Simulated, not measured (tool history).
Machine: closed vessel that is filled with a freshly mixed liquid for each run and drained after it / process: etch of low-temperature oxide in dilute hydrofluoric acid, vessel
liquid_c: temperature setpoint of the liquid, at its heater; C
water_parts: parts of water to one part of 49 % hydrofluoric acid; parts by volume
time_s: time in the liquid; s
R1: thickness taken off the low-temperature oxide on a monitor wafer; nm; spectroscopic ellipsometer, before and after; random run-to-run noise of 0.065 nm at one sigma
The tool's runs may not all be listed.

Run 1, hour 0.0: liquid_c 23.0 C, water_parts 140 parts by volume, time_s 30 s. Result: R1 3.9910 nm.
Run 2, hour 9.1: liquid_c 25.0 C, water_parts 115 parts by volume, time_s 30 s. Result: R1 5.4086 nm.
Run 3, hour 16.9: liquid_c 26.5 C, water_parts 95 parts by volume, time_s 30 s. Result: R1 7.1091 nm.
Run 4, hour 19.8: liquid_c 24.0 C, water_parts 95 parts by volume, time_s 30 s. Result: R1 6.4583 nm.
Run 5, hour 23.7: liquid_c 24.0 C, water_parts 50 parts by volume, time_s 30 s. Result: R1 12.9810 nm.
Run 6, hour 27.1: liquid_c 24.0 C, water_parts 50 parts by volume, time_s 30 s. Result: R1 13.0390 nm.

Run 7 has not been measured yet. What should we expect?
Run 7, hour 36.1: liquid_c 25.0 C, water_parts 50 parts by volume, time_s 30 s. Result: R1 ?.

R1: 13.4720 nm
